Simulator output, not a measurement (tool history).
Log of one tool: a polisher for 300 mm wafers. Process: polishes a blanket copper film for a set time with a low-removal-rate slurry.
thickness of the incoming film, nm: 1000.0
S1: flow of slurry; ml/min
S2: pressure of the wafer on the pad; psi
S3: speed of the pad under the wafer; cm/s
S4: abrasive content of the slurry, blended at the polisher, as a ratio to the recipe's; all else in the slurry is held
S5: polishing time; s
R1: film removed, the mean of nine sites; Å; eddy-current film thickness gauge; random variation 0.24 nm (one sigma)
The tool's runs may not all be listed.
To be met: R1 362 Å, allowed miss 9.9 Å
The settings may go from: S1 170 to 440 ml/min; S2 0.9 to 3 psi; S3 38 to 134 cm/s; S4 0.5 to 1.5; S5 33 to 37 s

Run 1, day 0: S1 280 ml/min, S2 1.9 psi, S3 86 cm/s, S4 1, S5 37 s. Result: R1 630.04 Å.
Run 2, day 0.288: S1 280 ml/min, S2 1.9 psi, S3 86 cm/s, S4 1, S5 37 s. Result: R1 629.92 Å.
Run 3, day 0.625: S1 280 ml/min, S2 1.9 psi, S3 86 cm/s, S4 1, S5 37 s. Result: R1 625.32 Å.
Run 4, day 0.675: S1 280 ml/min, S2 1.9 psi, S3 106 cm/s, S4 1, S5 37 s. Result: R1 773.73 Å.
Run 5, day 1.042: S1 350 ml/min, S2 1.9 psi, S3 106 cm/s, S4 1, S5 37 s. Result: R1 788.86 Å.
Run 6, day 1.258: S1 350 ml/min, S2 1.9 psi, S3 106 cm/s, S4 1.15, S5 37 s. Result: R1 802.87 Å.
Run 7, day 1.55: S1 350 ml/min, S2 1.7 psi, S3 102 cm/s, S4 1.15, S5 37 s. Result: R1 692.01 Å.
Run 8, day 1.608: S1 350 ml/min, S2 1.6 psi, S3 98 cm/s, S4 1.15, S5 37 s. Result: R1 631.05 Å.
Run 9, day 1.708: S1 350 ml/min, S2 1.5 psi, S3 94 cm/s, S4 1.15, S5 37 s. Result: R1 567.68 Å.
Run 10, day 1.867: S1 350 ml/min, S2 1.4 psi, S3 92 cm/s, S4 1.15, S5 37 s. Result: R1 527.11 Å.
Run 11, day 2.108: S1 350 ml/min, S2 1.3 psi, S3 90 cm/s, S4 1.15, S5 37 s. Result: R1 479.45 Å.
Run 12, day 2.271: S1 350 ml/min, S2 1.2 psi, S3 90 cm/s, S4 1.15, S5 37 s. Result: R1 438.52 Å.
Run 13, day 2.408: S1 345 ml/min, S2 1.2 psi, S3 90 cm/s, S4 1.15, S5 37 s. Result: R1 440.39 Å.
Run 14, day 2.5: S1 345 ml/min, S2 1.2 psi, S3 90 cm/s, S4 1.15, S5 37 s. Result: R1 442.61 Å.
Run 15, day 2.871: S1 340 ml/min, S2 1.1 psi, S3 90 cm/s, S4 1.15, S5 37 s. Result: R1 405.12 Å.
Run 16, day 3.058: S1 325 ml/min, S2 1.1 psi, S3 90 cm/s, S4 1.15, S5 37 s. Result: R1 402.83 Å.
Run 17, day 3.371: S1 310 ml/min, S2 1.1 psi, S3 90 cm/s, S4 1.15, S5 37 s. Result: R1 401.76 Å.
Run 18, day 3.725: S1 295 ml/min, S2 1.1 psi, S3 90 cm/s, S4 1.15, S5 37 s. Result: R1 397.79 Å.
Run 19, day 3.979: S1 285 ml/min, S2 1.1 psi, S3 90 cm/s, S4 1.15, S5 37 s. Result: R1 397.31 Å.

Which of these 5 next moves meets every target?
Run A, day 4.233: S1 205 ml/min, S2 1 psi, S3 100 cm/s, S4 1.35, S5 34 s. Result: R1 ?.
Run B, day 4.233: S1 305 ml/min, S2 1.2 psi, S3 80 cm/s, S4 1.2, S5 37 s. Result: R1 ?.
Run C, day 4.233: S1 225 ml/min, S2 1 psi, S3 90 cm/s, S4 0.95, S5 37 s. Result: R1 ?.
Run D, day 4.233: S1 300 ml/min, S2 0.9 psi, S3 110 cm/s, S4 1.15, S5 36 s. Result: R1 ?.
Run E, day 4.233: S1 280 ml/min, S2 1 psi, S3 98 cm/s, S4 1.1, S5 37 s. Result: R1 ?.

move      R1
   A  362.69
   B  389.19
   C  342.18
   D  389.89
   E  389.96
A: meets every target
B: nearer than the last run, and not there yet
C: takes the result that was furthest off past its target
D: nearer than the last run, and not there yet
E: nearer than the last run, and not there yet
Move A is the one to make.
